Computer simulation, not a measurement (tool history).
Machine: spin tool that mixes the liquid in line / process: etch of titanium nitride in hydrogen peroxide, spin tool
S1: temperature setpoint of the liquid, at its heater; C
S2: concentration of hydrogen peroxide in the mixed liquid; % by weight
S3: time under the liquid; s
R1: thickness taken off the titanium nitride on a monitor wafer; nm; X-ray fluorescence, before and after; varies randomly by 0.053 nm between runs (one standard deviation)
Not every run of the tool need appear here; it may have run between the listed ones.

run  hour    S1    S2   S3      R1
  1   0.0  54.0  20.0  295  20.435
  2   7.6  47.0  20.0  295  12.440
  3  12.1  46.5  20.0  295  11.968
  4  13.3  46.0  20.0  295  11.515
  5  17.8  52.5  20.0  295  18.495
  6  23.6  50.5  20.0  295  16.032
  7  29.1  49.0  20.0  295  14.390
  8  31.3  48.0  20.0  295  13.336
  9  33.3  47.5  20.0  295  12.891
 10  37.0  47.0  20.0  295  12.376

What does the tool deliver on the next run?
 11  45.0  47.0  20.0  295   ?

R1: 12.400 nm

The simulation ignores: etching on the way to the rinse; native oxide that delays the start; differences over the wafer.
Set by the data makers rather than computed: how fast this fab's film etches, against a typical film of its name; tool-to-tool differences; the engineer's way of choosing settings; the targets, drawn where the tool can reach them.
